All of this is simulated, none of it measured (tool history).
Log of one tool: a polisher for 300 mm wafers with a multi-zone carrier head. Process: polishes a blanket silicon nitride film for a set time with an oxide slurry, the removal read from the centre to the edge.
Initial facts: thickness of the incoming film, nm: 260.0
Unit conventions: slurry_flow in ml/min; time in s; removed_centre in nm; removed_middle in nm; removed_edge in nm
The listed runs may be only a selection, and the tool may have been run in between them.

run 1 hour=0.0 | slurry_flow=125 centre_zone=1.00 middle_zone=1.00 edge_zone=1.00 slurry_solids=1.00 time=73 | removed_centre=58.655 removed_middle=57.128 removed_edge=58.547
run 2 hour=5.8 | slurry_flow=125 centre_zone=1.00 middle_zone=1.04 edge_zone=1.00 slurry_solids=1.00 time=73 | removed_centre=58.396 removed_middle=60.107 removed_edge=58.312
run 3 hour=7.2 | slurry_flow=120 centre_zone=0.98 middle_zone=1.01 edge_zone=0.97 slurry_solids=0.85 time=64 | removed_centre=47.919 removed_middle=47.177 removed_edge=48.004
run 4 hour=10.8 | slurry_flow=120 centre_zone=0.98 middle_zone=1.01 edge_zone=0.93 slurry_solids=0.85 time=64 | removed_centre=48.627 removed_middle=48.515 removed_edge=48.327
run 5 hour=12.0 | slurry_flow=100 centre_zone=0.98 middle_zone=1.01 edge_zone=0.93 slurry_solids=0.85 time=64 | removed_centre=44.607 removed_middle=44.533 removed_edge=45.565
run 6 hour=15.2 | slurry_flow=100 centre_zone=0.92 middle_zone=1.01 edge_zone=0.93 slurry_solids=0.85 time=64 | removed_centre=43.503 removed_middle=45.633 removed_edge=45.965
run 7 hour=19.4 | slurry_flow=85 centre_zone=0.94 middle_zone=0.93 edge_zone=0.88 slurry_solids=0.60 time=43 | removed_centre=25.226 removed_middle=23.921 removed_edge=25.821

Run 8, settings as shown, results not yet in. Your forecast:
run 8 hour=25.8 | slurry_flow=90 centre_zone=0.94 middle_zone=0.93 edge_zone=0.89 slurry_solids=0.60 time=43 | removed_centre=? removed_middle=? removed_edge=?

removed_centre: 24.744 nm
removed_middle: 24.438 nm
removed_edge: 26.219 nm

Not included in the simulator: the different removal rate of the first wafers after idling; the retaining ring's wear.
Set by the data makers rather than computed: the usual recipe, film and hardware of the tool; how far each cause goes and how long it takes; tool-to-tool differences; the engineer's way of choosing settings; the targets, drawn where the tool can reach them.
